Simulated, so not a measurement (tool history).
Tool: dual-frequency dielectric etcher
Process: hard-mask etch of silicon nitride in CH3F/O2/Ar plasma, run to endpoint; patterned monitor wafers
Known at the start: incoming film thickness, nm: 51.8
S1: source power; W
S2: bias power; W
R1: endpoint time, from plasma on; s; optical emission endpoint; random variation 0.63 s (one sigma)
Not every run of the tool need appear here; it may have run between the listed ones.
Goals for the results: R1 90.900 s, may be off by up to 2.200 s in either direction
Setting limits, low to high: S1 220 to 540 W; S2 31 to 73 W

{"run": 1, "hour": 0.0, "S1": 380, "S2": 52, "R1": 80.395}
{"run": 2, "hour": 3.2, "S1": 380, "S2": 58, "R1": 77.875}
{"run": 3, "hour": 3.9, "S1": 380, "S2": 63, "R1": 75.274}
{"run": 4, "hour": 7.7, "S1": 430, "S2": 63, "R1": 72.669}
{"run": 5, "hour": 14.9, "S1": 370, "S2": 63, "R1": 76.496}
{"run": 6, "hour": 19.3, "S1": 330, "S2": 60, "R1": 82.699}
{"run": 7, "hour": 26.2, "S1": 310, "S2": 59, "R1": 84.616}
{"run": 8, "hour": 30.8, "S1": 290, "S2": 58, "R1": 88.963}

Exercise: of the 5 proposed moves below, exactly one satisfies all targets within the stated allowed misses. Which move is it?
{"run": "A", "hour": 35.4, "S1": 310, "S2": 63, "R1": "?"}
{"run": "B", "hour": 35.4, "S1": 290, "S2": 65, "R1": "?"}
{"run": "C", "hour": 35.4, "S1": 320, "S2": 52, "R1": "?"}
{"run": "D", "hour": 35.4, "S1": 260, "S2": 62, "R1": "?"}
{"run": "E", "hour": 35.4, "S1": 310, "S2": 59, "R1": "?"}

move=A R1=83.142
move=B R1=84.784
move=C R1=86.625
move=D R1=90.199
move=E R1=84.751
A: its largest miss is bigger than the last run's
B: its largest miss is bigger than the last run's
C: its largest miss is bigger than the last run's
D: all results land within tolerance of their targets
E: its largest miss is bigger than the last run's
Move D is the one to make.
